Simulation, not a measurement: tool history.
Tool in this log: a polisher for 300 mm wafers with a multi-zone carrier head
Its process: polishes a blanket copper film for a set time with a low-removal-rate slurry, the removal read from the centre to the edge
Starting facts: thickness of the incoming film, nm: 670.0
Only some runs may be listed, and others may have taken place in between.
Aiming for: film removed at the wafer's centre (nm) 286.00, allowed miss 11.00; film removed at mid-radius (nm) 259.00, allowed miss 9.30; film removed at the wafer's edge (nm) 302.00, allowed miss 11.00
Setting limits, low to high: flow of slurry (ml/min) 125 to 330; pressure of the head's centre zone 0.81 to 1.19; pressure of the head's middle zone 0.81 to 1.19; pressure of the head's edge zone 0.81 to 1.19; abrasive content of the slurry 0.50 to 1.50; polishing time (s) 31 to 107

run,day,flow of slurry (ml/min),pressure of the head's centre zone,pressure of the head's middle zone,pressure of the head's edge zone,abrasive content of the slurry,polishing time (s),film removed at the wafer's centre (nm),film removed at mid-radius (nm),film removed at the wafer's edge (nm)
1,0.000,210,1.00,1.00,1.00,1.00,69,219.61,217.07,224.70
2,0.088,210,1.00,1.00,1.00,0.90,69,218.23,212.50,222.73
3,0.329,210,0.97,1.00,1.00,0.90,69,213.14,213.38,219.03
4,0.404,210,0.97,1.00,1.03,0.90,69,210.37,212.07,217.54
5,0.450,210,0.97,1.00,1.03,0.90,52,157.92,162.19,168.15
6,0.575,210,0.98,0.99,1.05,1.00,56,177.13,171.28,187.03
7,0.779,210,0.98,1.00,1.06,1.10,59,185.29,189.54,197.28
8,0.908,210,0.99,0.99,1.07,1.15,62,199.86,202.30,212.25
9,1.142,210,1.00,0.97,1.08,1.20,64,209.78,202.81,217.04

4 next moves are on the table. One of them brings every result within its allowed miss. Which?
A,1.375,255,1.15,1.12,1.02,1.15,71,?,?,?
B,1.375,210,0.98,0.88,1.08,1.20,88,?,?,?
C,1.375,180,1.19,1.00,0.98,1.50,69,?,?,?
D,1.375,270,1.07,0.97,1.00,1.20,83,?,?,?

move,film removed at the wafer's centre (nm),film removed at mid-radius (nm),film removed at the wafer's edge (nm)
A,279.50,265.05,242.70
B,288.82,263.94,306.05
C,279.45,233.89,235.04
D,307.75,277.95,285.22
A: nearer the targets than the last run, but a result is still out of spec
B: all results in spec
C: nearer the targets than the last run, but a result is still out of spec
D: nearer the targets than the last run, but a result is still out of spec
Move B is the one to make.

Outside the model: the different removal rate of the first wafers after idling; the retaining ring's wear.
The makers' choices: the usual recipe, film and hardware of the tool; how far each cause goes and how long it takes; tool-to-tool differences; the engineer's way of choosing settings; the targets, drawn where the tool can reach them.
